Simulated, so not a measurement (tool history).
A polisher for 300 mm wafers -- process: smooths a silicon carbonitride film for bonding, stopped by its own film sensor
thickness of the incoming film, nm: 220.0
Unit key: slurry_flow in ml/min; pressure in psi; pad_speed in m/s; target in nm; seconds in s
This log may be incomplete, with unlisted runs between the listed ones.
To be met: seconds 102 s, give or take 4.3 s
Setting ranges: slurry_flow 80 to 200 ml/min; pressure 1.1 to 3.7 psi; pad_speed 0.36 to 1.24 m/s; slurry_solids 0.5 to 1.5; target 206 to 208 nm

run,hour,slurry_flow,pressure,pad_speed,slurry_solids,target,seconds
1,0,130,2.4,0.8,1,206,55.007
2,1,130,2.4,0.8,1.1,206,53.198
3,7.5,125,2,0.78,1.1,206,65.554
4,15.6,125,2.2,0.78,1.1,206,58.618
5,24.2,125,1.8,0.78,1.1,206,72.481
6,28.9,125,1.8,0.6,1.1,206,89.363
7,35.8,125,1.7,0.6,1.1,206,94.851
8,43.7,125,1.7,0.6,1.1,206,93.431
# hour 49.4: head pressure recalibrated
9,49.4,120,1.6,0.6,1.1,206,109.08
10,50.6,125,1.6,0.6,1.1,206,106.62

Consider the 5 candidate settings below. Which is the only one whose results all fall within their allowed miss of target?
A,51.8,130,1.5,0.66,1.25,206,?
B,51.8,130,1.9,0.42,1.15,207,?
C,51.8,130,1.5,0.58,1.25,206,?
D,51.8,135,1.3,0.7,1.15,206,?
E,51.8,175,1.6,0.42,1.1,208,?

move,seconds
A,100.15
B,109.4
C,111.06
D,111.78
E,115.55
A: each result inside its tolerance
B: lands further from the targets than the last run did
C: lands further from the targets than the last run did
D: lands further from the targets than the last run did
E: lands further from the targets than the last run did
A is the move that brings every result within its allowed miss.

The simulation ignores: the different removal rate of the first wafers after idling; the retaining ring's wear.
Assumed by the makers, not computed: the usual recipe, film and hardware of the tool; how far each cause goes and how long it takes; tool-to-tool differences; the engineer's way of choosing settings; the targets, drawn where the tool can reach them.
